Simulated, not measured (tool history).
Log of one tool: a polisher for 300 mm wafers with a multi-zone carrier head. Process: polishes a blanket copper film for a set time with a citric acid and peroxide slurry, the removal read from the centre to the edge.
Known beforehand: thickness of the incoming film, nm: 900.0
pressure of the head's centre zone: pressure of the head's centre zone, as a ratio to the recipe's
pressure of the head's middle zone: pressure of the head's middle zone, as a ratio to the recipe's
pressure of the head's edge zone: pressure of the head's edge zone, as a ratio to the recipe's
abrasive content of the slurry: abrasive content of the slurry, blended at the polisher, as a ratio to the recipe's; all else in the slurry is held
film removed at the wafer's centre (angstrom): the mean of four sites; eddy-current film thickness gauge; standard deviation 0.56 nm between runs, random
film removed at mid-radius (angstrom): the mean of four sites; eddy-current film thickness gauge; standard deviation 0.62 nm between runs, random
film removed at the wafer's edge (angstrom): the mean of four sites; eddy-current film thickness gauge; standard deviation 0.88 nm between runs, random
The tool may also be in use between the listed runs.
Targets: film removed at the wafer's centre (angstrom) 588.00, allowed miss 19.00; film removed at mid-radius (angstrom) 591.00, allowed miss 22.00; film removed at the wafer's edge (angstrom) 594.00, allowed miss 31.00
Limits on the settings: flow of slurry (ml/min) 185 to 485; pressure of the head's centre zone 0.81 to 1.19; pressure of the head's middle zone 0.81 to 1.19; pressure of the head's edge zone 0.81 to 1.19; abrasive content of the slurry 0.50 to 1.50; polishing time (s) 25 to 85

run  hour  flow of slurry (ml/min)  pressure of the head's centre zone  pressure of the head's middle zone  pressure of the head's edge zone  abrasive content of the slurry  polishing time (s)  film removed at the wafer's centre (angstrom)  film removed at mid-radius (angstrom)  film removed at the wafer's edge (angstrom)
  1   0.0                      310                                1.00                                1.00                              1.00                            1.00                  55                                        1064.60                                1071.50                                      1058.40
  2   7.9                      345                                1.00                                1.00                              1.00                            1.00                  55                                        1056.70                                1098.90                                      1068.10
  3  12.6                      345                                0.94                                1.00                              1.00                            1.00                  55                                         992.99                                1077.20                                      1062.60
  4  16.2                      345                                0.94                                0.93                              1.00                            1.00                  55                                         989.31                                1015.60                                      1061.70
  5  21.0                      340                                0.94                                0.92                              0.98                            0.95                  52                                         930.39                                 966.50                                       975.26
  6  28.5                      335                                0.94                                0.90                              0.98                            0.90                  49                                         878.24                                 853.03                                       914.10
  7  29.2                      335                                0.93                                0.90                              0.96                            0.85                  47                                         834.24                                 806.97                                       854.60
  8  34.5                      335                                0.92                                0.91                              0.95                            0.80                  45                                         772.19                                 784.42                                       808.37
  9  41.6                      325                                0.93                                0.83                              0.85                            0.55                  33                                         546.18                                 501.95                                       562.73
 10  42.4                      360                                0.95                                0.93                              0.91                            0.60                  33                                         577.86                                 562.12                                       577.87

Which single option among these 5 for the next run brings every result within its allowed miss of target? Just one does.
  A  43.2                      365                                0.98                                1.02                              0.89                            0.55                  31                                              ?                                      ?                                            ?
  B  43.2                      360                                0.97                                0.95                              0.97                            0.65                  33                                              ?                                      ?                                            ?
  C  43.2                      205                                0.91                                0.81                              0.93                            0.50                  36                                              ?                                      ?                                            ?
  D  43.2                      320                                0.99                                0.82                              0.96                            0.60                  34                                              ?                                      ?                                            ?
  E  43.2                      380                                1.07                                1.02                              0.81                            0.55                  32                                              ?                                      ?                                            ?

move  film removed at the wafer's centre (angstrom)  film removed at mid-radius (angstrom)  film removed at the wafer's edge (angstrom)
   A                                         542.28                                 573.10                                       516.16
   B                                         581.52                                 585.17                                       583.12
   C                                         552.02                                 522.22                                       588.53
   D                                         600.24                                 524.75                                       589.81
   E                                         613.28                                 592.86                                       511.86
A: brings the last run's worst result on target, with another outside its allowed miss
B: each result inside its tolerance
C: misses by more than the last run did
D: misses by more than the last run did
E: brings the last run's worst result on target, with another outside its allowed miss
The right move is B.
